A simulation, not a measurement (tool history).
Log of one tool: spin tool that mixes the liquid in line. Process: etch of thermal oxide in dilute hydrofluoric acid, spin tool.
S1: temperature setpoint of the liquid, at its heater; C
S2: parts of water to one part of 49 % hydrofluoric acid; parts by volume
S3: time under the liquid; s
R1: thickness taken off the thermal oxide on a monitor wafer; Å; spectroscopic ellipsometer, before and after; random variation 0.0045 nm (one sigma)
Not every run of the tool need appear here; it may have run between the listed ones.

run    day    S1   S2  S3      R1
  1      0    24  125  75  26.675
  2    0.1    24  125  55  19.617
  3  0.138    24  125  75   26.61
  4  0.446  22.5  135  75  23.014
  5  0.625  22.5  135  55  16.805
  6  0.804    22  135  55  16.459
  7  1.142  21.5  135  55  16.174
  8  1.512    21  135  55  15.868
     1.717  -- thermometer replaced
  9  1.717  20.5  135  55  16.465
 10   1.75    20  135  55  16.115

Run 11 has not been measured yet. What should we expect?
 11  2.004  19.5  135  55   ?

Logged for run 11: R1 15.695 Å.

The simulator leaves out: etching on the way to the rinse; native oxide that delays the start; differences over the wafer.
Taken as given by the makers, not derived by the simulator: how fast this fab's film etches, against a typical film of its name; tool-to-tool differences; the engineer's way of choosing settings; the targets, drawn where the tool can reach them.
